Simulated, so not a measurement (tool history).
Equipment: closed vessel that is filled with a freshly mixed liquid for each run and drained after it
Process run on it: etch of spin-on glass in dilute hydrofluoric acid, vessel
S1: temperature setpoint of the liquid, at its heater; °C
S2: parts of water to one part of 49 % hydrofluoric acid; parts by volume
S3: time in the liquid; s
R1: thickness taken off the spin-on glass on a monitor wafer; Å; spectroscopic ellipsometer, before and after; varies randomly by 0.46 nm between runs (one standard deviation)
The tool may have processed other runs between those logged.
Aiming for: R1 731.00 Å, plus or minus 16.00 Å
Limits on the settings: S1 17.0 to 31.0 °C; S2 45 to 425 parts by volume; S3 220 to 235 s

run,hour,S1,S2,S3,R1
1,0.0,23.0,235,220,272.64
2,3.8,24.0,220,220,303.43
3,11.6,24.5,205,220,338.15
4,14.4,25.0,195,220,365.93
5,20.6,25.0,280,220,232.60
6,21.7,25.5,260,220,262.14
7,27.0,29.5,165,220,523.26
8,34.8,31.0,105,220,952.94
9,35.6,30.5,105,220,926.52
10,36.2,30.0,105,220,913.82
11,40.6,29.5,105,220,892.64

Exercise: of the 5 proposed moves below, exactly one satisfies all targets within the stated allowed misses. Which move is it?
A,45.0,30.0,135,225,?
B,45.0,26.5,125,225,?
C,45.0,27.0,115,220,?
D,45.0,26.5,110,235,?
E,45.0,27.0,130,230,?

move,R1
A,702.55
B,674.85
C,740.35
D,816.34
E,671.74
A: carries the result that was furthest off beyond its target, to the other side
B: carries the result that was furthest off beyond its target, to the other side
C: all results in spec
D: closes in on the targets versus the last run, not all within tolerance yet
E: carries the result that was furthest off beyond its target, to the other side
So the answer is move C, the one that meets all the targets.
